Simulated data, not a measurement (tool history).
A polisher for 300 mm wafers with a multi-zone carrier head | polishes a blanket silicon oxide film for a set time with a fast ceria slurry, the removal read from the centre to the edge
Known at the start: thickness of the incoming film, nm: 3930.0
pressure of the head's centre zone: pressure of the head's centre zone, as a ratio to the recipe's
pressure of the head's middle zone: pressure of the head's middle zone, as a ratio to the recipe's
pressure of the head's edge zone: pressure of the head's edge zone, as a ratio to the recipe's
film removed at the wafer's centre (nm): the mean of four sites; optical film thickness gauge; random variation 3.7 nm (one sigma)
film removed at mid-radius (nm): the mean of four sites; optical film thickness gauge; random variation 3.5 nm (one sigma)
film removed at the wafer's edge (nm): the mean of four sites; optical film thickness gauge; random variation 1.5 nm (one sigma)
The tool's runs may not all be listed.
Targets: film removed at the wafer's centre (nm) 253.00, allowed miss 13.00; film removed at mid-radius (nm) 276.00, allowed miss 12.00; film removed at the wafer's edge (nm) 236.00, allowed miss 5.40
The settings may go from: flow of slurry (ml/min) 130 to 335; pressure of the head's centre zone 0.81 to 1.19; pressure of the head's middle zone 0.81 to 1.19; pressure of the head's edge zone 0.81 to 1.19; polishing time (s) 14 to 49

run,hour,flow of slurry (ml/min),pressure of the head's centre zone,pressure of the head's middle zone,pressure of the head's edge zone,polishing time (s),film removed at the wafer's centre (nm),film removed at mid-radius (nm),film removed at the wafer's edge (nm)
1,0.0,215,1.00,1.00,1.00,31,356.24,351.35,351.58
2,5.1,210,0.99,1.03,0.95,28,318.14,322.95,312.54
3,7.2,210,0.99,1.00,0.95,28,325.44,314.55,311.21
4,15.1,240,0.99,1.00,0.95,28,320.36,322.43,313.01
5,23.3,250,0.99,1.03,0.92,26,295.18,312.35,287.31
6,31.0,215,0.99,1.03,0.92,26,295.93,299.78,285.22
7,34.6,220,0.99,1.05,0.89,25,284.43,295.50,267.56
8,36.7,215,0.98,1.06,0.86,24,271.90,286.52,253.91
9,45.5,210,0.97,1.07,0.84,24,262.98,283.32,250.64
10,49.1,205,0.97,1.08,0.83,24,263.97,288.53,248.22
11,51.1,200,0.97,1.08,0.82,24,266.33,283.54,246.44
12,57.8,195,0.97,1.09,0.82,24,265.80,287.02,240.57
13,62.2,190,0.96,1.09,0.82,24,255.92,289.52,244.01
14,70.4,185,0.96,1.09,0.82,24,260.01,278.33,239.91
15,72.1,180,0.95,1.09,0.82,24,246.97,284.96,242.81
16,79.2,180,0.95,1.09,0.82,24,248.64,278.80,242.73

Which of these 5 next moves meets every target?
A,86.3,165,0.90,1.01,0.86,25,?,?,?
B,86.3,165,0.96,1.11,0.88,24,?,?,?
C,86.3,215,0.95,1.07,0.81,23,?,?,?
D,86.3,170,0.93,1.09,0.81,25,?,?,?
E,86.3,185,0.92,1.01,0.84,25,?,?,?

move,film removed at the wafer's centre (nm),film removed at mid-radius (nm),film removed at the wafer's edge (nm)
A,241.78,273.10,257.91
B,247.89,284.03,249.85
C,247.42,276.17,238.78
D,251.73,293.09,251.98
E,253.29,279.03,259.26
A: further off than the last run
B: further off than the last run
C: meets every target
D: further off than the last run
E: further off than the last run
Answer: C
